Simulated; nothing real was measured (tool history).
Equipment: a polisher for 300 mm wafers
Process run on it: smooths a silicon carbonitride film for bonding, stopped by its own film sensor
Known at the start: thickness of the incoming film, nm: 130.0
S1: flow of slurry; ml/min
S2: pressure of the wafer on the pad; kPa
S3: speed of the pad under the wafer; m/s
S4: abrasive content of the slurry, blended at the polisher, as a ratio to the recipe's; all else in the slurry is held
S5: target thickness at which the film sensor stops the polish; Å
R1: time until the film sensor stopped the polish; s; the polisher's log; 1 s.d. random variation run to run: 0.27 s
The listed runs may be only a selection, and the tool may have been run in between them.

Run 1, hour 0.0: S1 210 ml/min, S2 16.5 kPa, S3 0.92 m/s, S4 1.00, S5 1150 Å. Result: R1 61.532 s.
Run 2, hour 0.5: S1 210 ml/min, S2 16.5 kPa, S3 0.92 m/s, S4 0.80, S5 1150 Å. Result: R1 68.762 s.
Run 3, hour 6.3: S1 210 ml/min, S2 16.5 kPa, S3 0.92 m/s, S4 0.95, S5 1150 Å. Result: R1 62.744 s.
Run 4, hour 11.7: S1 260 ml/min, S2 16.5 kPa, S3 0.92 m/s, S4 0.95, S5 1150 Å. Result: R1 61.805 s.
Run 5, hour 15.8: S1 260 ml/min, S2 16.5 kPa, S3 0.92 m/s, S4 0.75, S5 1150 Å. Result: R1 68.659 s.
Run 6, hour 16.3: S1 260 ml/min, S2 17.9 kPa, S3 0.96 m/s, S4 0.75, S5 1150 Å. Result: R1 61.351 s.
Run 7, hour 25.2: S1 260 ml/min, S2 18.6 kPa, S3 1.00 m/s, S4 0.75, S5 1150 Å. Result: R1 57.635 s.

What will run 8 give?
Run 8, hour 34.0: S1 260 ml/min, S2 19.3 kPa, S3 1.04 m/s, S4 0.75, S5 1150 Å. Result: R1 ?.

{"run 8": {"R1": 53.96}}

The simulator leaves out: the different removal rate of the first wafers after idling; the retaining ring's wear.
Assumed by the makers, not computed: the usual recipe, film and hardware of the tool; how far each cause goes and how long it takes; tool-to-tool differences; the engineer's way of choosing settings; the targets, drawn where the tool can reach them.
